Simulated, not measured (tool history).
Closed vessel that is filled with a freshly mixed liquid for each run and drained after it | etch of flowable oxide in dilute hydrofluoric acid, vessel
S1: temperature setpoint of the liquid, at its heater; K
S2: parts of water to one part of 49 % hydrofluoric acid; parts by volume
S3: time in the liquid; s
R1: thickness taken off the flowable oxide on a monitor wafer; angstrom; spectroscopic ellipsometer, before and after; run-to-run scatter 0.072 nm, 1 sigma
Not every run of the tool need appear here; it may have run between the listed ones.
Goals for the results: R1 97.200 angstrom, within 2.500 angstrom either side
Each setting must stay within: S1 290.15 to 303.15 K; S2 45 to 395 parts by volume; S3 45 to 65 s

Run 1, day 0.000: S1 295.15 K, S2 220 parts by volume, S3 65 s. Result: R1 49.033 angstrom.
Run 2, day 0.129: S1 295.15 K, S2 220 parts by volume, S3 65 s. Result: R1 49.426 angstrom.
Run 3, day 0.346: S1 293.65 K, S2 220 parts by volume, S3 65 s. Result: R1 47.048 angstrom.
Run 4, day 0.379: S1 293.65 K, S2 220 parts by volume, S3 65 s. Result: R1 46.850 angstrom.
Run 5, day 0.504: S1 295.15 K, S2 210 parts by volume, S3 65 s. Result: R1 52.354 angstrom.
Run 6, day 0.804: S1 296.15 K, S2 200 parts by volume, S3 65 s. Result: R1 57.822 angstrom.
Run 7, day 1.171: S1 297.15 K, S2 190 parts by volume, S3 65 s. Result: R1 63.365 angstrom.
Run 8, day 1.200: S1 298.15 K, S2 185 parts by volume, S3 65 s. Result: R1 69.115 angstrom.
Run 9, day 1.338: S1 299.15 K, S2 180 parts by volume, S3 65 s. Result: R1 72.872 angstrom.
Run 10, day 1.638: S1 299.65 K, S2 175 parts by volume, S3 65 s. Result: R1 77.130 angstrom.
Run 11, day 1.696: S1 300.15 K, S2 170 parts by volume, S3 65 s. Result: R1 82.417 angstrom.

Which one of the following 5 next-run settings gets every result inside its allowed miss? There is exactly one.
Run A, day 1.754: S1 301.65 K, S2 140 parts by volume, S3 45 s. Result: R1 ?.
Run B, day 1.754: S1 302.15 K, S2 145 parts by volume, S3 65 s. Result: R1 ?.
Run C, day 1.754: S1 300.65 K, S2 150 parts by volume, S3 65 s. Result: R1 ?.
Run D, day 1.754: S1 300.15 K, S2 165 parts by volume, S3 55 s. Result: R1 ?.
Run E, day 1.754: S1 303.15 K, S2 145 parts by volume, S3 65 s. Result: R1 ?.

move       R1
   A   74.549
   B  105.210
   C   95.653
   D   70.930
   E  109.100
A: the biggest miss grows against the last run
B: pushes the last run's worst result past its target
C: in spec on every target
D: the biggest miss grows against the last run
E: pushes the last run's worst result past its target
So the answer is move C, the one that meets all the targets.
